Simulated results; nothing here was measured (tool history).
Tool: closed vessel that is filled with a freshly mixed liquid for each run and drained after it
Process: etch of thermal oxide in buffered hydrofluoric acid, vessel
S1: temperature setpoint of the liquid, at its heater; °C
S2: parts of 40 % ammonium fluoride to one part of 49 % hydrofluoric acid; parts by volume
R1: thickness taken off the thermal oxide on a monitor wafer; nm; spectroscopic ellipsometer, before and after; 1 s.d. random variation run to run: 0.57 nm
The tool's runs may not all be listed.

{"run": 1, "day": 0.0, "S1": 22, "S2": 9.5, "time in the liquid (s)": 30, "R1": 34.472}
{"run": 2, "day": 0.196, "S1": 23, "S2": 9, "time in the liquid (s)": 30, "R1": 38.108}
{"run": 3, "day": 0.375, "S1": 24, "S2": 8.5, "time in the liquid (s)": 30, "R1": 42.49}
{"run": 4, "day": 0.621, "S1": 21, "S2": 8.5, "time in the liquid (s)": 30, "R1": 36.237}
{"run": 5, "day": 0.883, "S1": 24, "S2": 8.5, "time in the liquid (s)": 30, "R1": 42.456}
{"run": 6, "day": 1.054, "S1": 25, "S2": 8, "time in the liquid (s)": 30, "R1": 47.997}
{"run": 7, "day": 1.133, "S1": 26, "S2": 8, "time in the liquid (s)": 30, "R1": 50.782}
{"run": 8, "day": 1.483, "S1": 26.5, "S2": 8, "time in the liquid (s)": 30, "R1": 52.031}
{"run": 9, "day": 1.754, "S1": 27, "S2": 8, "time in the liquid (s)": 30, "R1": 53.615}
{"run": 10, "day": 2.125, "S1": 30, "S2": 6, "time in the liquid (s)": 30, "R1": 82.571}
{"run": 11, "day": 2.483, "S1": 29.5, "S2": 6, "time in the liquid (s)": 30, "R1": 79.886}

Run 12 comes next. What will it give?
{"run": 12, "day": 2.742, "S1": 29, "S2": 6, "time in the liquid (s)": 30, "R1": "?"}

{"run 12": {"R1": 79.703}}

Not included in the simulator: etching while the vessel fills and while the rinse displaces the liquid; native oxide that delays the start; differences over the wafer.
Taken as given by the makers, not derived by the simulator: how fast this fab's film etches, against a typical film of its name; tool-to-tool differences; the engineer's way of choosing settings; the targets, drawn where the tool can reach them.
